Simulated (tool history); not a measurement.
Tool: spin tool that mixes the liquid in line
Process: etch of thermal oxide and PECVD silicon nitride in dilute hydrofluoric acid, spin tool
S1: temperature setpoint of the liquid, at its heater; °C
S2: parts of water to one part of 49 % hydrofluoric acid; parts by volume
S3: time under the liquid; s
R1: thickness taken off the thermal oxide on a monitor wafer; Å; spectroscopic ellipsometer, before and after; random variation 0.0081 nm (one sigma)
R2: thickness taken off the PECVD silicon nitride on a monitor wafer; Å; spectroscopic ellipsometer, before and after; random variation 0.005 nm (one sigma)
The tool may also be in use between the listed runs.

run  hour    S1   S2   S3      R1      R2
  1     0    20  290  180  19.901  8.8484
  2   2.4  19.5  340  155  13.365  6.6043
  3   8.4  19.5  290  155  16.537   7.418
  4  14.1  19.5  390  155  11.764  5.6947
  5  18.7    19  415  130  8.7312  4.0843
  6    20    19  415  185  12.421  5.9647
  7  25.2  18.5  440  160  9.8136  4.7726

Run 8 comes next. What will it give?
  8  32.3  18.5  460  140   ?   ?

{"run 8": {"R1": 8.1109, "R2": 3.9927}}
